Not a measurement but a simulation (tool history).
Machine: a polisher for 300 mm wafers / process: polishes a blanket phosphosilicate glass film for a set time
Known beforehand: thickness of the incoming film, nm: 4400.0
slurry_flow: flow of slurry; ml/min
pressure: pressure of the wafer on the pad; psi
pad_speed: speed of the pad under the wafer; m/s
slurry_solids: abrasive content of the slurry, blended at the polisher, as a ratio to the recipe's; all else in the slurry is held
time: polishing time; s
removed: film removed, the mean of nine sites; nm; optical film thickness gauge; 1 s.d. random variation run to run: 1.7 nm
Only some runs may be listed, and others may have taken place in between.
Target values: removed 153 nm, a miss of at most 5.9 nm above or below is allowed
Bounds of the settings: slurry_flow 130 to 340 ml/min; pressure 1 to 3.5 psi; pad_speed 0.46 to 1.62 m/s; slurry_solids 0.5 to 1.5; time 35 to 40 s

run	hour	slurry_flow	pressure	pad_speed	slurry_solids	time	removed
1	0	220	2.2	1.04	1	40	204.85
2	6.4	220	2	1.04	1	40	184.96
3	11.6	220	2	1.04	0.85	40	170.37
4	15.4	220	1.6	1.04	0.85	40	137.3
5	22.4	220	1.6	1.04	0.85	35	120.92
6	28.9	220	1.6	1.04	0.85	35	118.16
7	32.6	220	1.7	1.04	0.85	35	128.34
8	34.1	220	1.8	1.04	0.85	35	132.58
9	37.9	220	1.9	1.04	0.85	35	144.04
10	43.1	220	1.9	1.04	0.85	35	140.53

4 candidate next runs follow, results not yet known. Just one meets every target within its allowed miss. Identify it.
A	48.3	160	1.8	1.02	0.9	37	?
B	48.3	215	1.9	1.06	0.7	36	?
C	48.3	195	2	0.88	0.95	37	?
D	48.3	210	1.5	1.1	0.85	37	?

move	removed
A	141.29
B	130.9
C	152.39
D	123.67
A: moves toward the targets from the last run without getting all of them in spec
B: misses by more than the last run did
C: hits every target within its allowed miss
D: misses by more than the last run did
Correct choice: C, which meets every target

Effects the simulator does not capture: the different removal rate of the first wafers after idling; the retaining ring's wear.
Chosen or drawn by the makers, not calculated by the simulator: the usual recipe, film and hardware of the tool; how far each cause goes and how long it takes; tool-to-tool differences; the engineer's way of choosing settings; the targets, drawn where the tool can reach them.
